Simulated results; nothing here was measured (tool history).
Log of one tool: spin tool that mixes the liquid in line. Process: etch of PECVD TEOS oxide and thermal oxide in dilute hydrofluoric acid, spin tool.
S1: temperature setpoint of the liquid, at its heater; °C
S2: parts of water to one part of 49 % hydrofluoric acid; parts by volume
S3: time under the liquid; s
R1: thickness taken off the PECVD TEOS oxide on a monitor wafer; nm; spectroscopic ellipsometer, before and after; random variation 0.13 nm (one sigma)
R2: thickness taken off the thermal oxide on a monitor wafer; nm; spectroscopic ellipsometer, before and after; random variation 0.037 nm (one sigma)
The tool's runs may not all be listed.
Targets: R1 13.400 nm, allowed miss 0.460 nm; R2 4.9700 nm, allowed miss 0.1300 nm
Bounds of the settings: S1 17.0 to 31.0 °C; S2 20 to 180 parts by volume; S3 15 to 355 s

run 1 hour=0.0 | S1=23.0 S2=100 S3=180 | R1=24.278 R2=8.9957
run 2 hour=3.7 | S1=22.0 S2=105 S3=180 | R1=21.836 R2=8.1928
run 3 hour=10.6 | S1=21.5 S2=110 S3=180 | R1=20.935 R2=7.5318
run 4 hour=16.0 | S1=21.5 S2=125 S3=180 | R1=17.607 R2=6.6449
run 5 hour=24.9 | S1=19.5 S2=125 S3=180 | R1=16.120 R2=6.0741
run 6 hour=29.2 | S1=19.5 S2=125 S3=120 | R1=10.990 R2=4.0793
-- hour=33.3 hydrofluoric acid flow meter replaced
run 7 hour=33.3 | S1=20.5 S2=125 S3=120 | R1=10.314 R2=3.8065
run 8 hour=40.1 | S1=19.5 S2=100 S3=120 | R1=12.827 R2=4.7026
run 9 hour=46.4 | S1=20.0 S2=100 S3=120 | R1=13.152 R2=4.7757

Which of these 5 next moves meets every target?
run A hour=52.7 | S1=23.0 S2=75 S3=75 | R1=? R2=?
run B hour=52.7 | S1=21.0 S2=110 S3=125 | R1=? R2=?
run C hour=52.7 | S1=23.5 S2=105 S3=115 | R1=? R2=?
run D hour=52.7 | S1=19.5 S2=90 S3=105 | R1=? R2=?
run E hour=52.7 | S1=19.5 S2=105 S3=120 | R1=? R2=?

move=A R1=12.669 R2=4.6085
move=B R1=12.736 R2=4.6326
move=C R1=13.647 R2=4.9639
move=D R1=12.575 R2=4.5742
move=E R1=12.116 R2=4.4070
A: further off than the last run
B: further off than the last run
C: meets every target
D: further off than the last run
E: further off than the last run
Move C is the one to make.
